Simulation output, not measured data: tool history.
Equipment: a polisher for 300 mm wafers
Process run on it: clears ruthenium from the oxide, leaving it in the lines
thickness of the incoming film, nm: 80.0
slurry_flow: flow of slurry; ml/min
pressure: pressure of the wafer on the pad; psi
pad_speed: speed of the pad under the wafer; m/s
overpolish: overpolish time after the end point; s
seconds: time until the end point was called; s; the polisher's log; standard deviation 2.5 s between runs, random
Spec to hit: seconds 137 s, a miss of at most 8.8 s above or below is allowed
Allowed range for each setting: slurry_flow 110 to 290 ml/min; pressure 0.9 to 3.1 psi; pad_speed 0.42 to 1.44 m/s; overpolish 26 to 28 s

| run | hour | slurry_flow | pressure | pad_speed | overpolish | seconds |
|---|---|---|---|---|---|---|
| 1 | 0 | 185 | 2 | 0.92 | 26 | 70.052 |
| 2 | 4.2 | 185 | 1.7 | 0.92 | 26 | 84.063 |
| 3 | 12.4 | 185 | 1.7 | 0.92 | 28 | 81.89 |
| 4 | 17.1 | 225 | 1.7 | 0.92 | 28 | 81.827 |
| 5 | 21.9 | 225 | 1.6 | 0.9 | 28 | 86.36 |
| 6 | 23.8 | 225 | 1.5 | 0.88 | 28 | 94.551 |
| 7 | 27.5 | 225 | 1.4 | 0.86 | 28 | 103.03 |
| 8 | 36.1 | 225 | 0.9 | 0.82 | 28 | 158.84 |
| 9 | 41 | 225 | 1 | 0.82 | 28 | 148.97 |

Which one of the following 5 next-run settings gets every result inside its allowed miss? There is exactly one.
| A | 45.9 | 250 | 1.1 | 0.66 | 28 | ? |
| B | 45.9 | 235 | 1 | 0.78 | 28 | ? |
| C | 45.9 | 205 | 0.9 | 0.88 | 27 | ? |
| D | 45.9 | 240 | 1 | 0.9 | 28 | ? |
| E | 45.9 | 215 | 0.9 | 0.82 | 28 | ? |

| move | seconds |
|---|---|
| A | 165.68 |
| B | 155.49 |
| C | 155.5 |
| D | 135.06 |
| E | 165.42 |
A: its largest miss is bigger than the last run's
B: its largest miss is bigger than the last run's
C: its largest miss is bigger than the last run's
D: hits every target within its allowed miss
E: its largest miss is bigger than the last run's
So the answer is move D, the one that meets all the targets.
